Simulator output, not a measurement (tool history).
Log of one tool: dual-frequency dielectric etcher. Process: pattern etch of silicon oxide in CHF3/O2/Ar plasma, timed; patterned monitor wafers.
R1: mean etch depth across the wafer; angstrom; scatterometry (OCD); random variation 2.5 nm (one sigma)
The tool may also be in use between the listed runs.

{"run": 1, "hour": 0.0, "source power (W)": 650, "bias power (W)": 188, "etch time (s)": 469.5, "R1": 10470}
{"run": 2, "hour": 8.8, "source power (W)": 650, "bias power (W)": 203, "etch time (s)": 469.5, "R1": 10683}
{"run": 3, "hour": 13.4, "source power (W)": 650, "bias power (W)": 203, "etch time (s)": 469.5, "R1": 10645}
{"run": 4, "hour": 15.3, "source power (W)": 650, "bias power (W)": 228, "etch time (s)": 469.5, "R1": 10957}
{"run": 5, "hour": 23.0, "source power (W)": 650, "bias power (W)": 202, "etch time (s)": 469.5, "R1": 10635}
{"run": 6, "hour": 28.2, "source power (W)": 590, "bias power (W)": 202, "etch time (s)": 469.5, "R1": 10246}
{"run": 7, "hour": 31.4, "source power (W)": 570, "bias power (W)": 199, "etch time (s)": 469.5, "R1": 10019}
{"run": 8, "hour": 40.2, "source power (W)": 550, "bias power (W)": 197, "etch time (s)": 469.5, "R1": 9886}
{"run": 9, "hour": 42.5, "source power (W)": 530, "bias power (W)": 195, "etch time (s)": 469.5, "R1": 9738.2}
{"run": 10, "hour": 44.5, "source power (W)": 520, "bias power (W)": 193, "etch time (s)": 469.5, "R1": 9643.3}
{"run": 11, "hour": 49.4, "source power (W)": 510, "bias power (W)": 192, "etch time (s)": 469.5, "R1": 9592.6}

Forecast run 12:
{"run": 12, "hour": 57.1, "source power (W)": 500, "bias power (W)": 191, "etch time (s)": 469.5, "R1": "?"}

Run 12 gave R1 9503.9 angstrom.
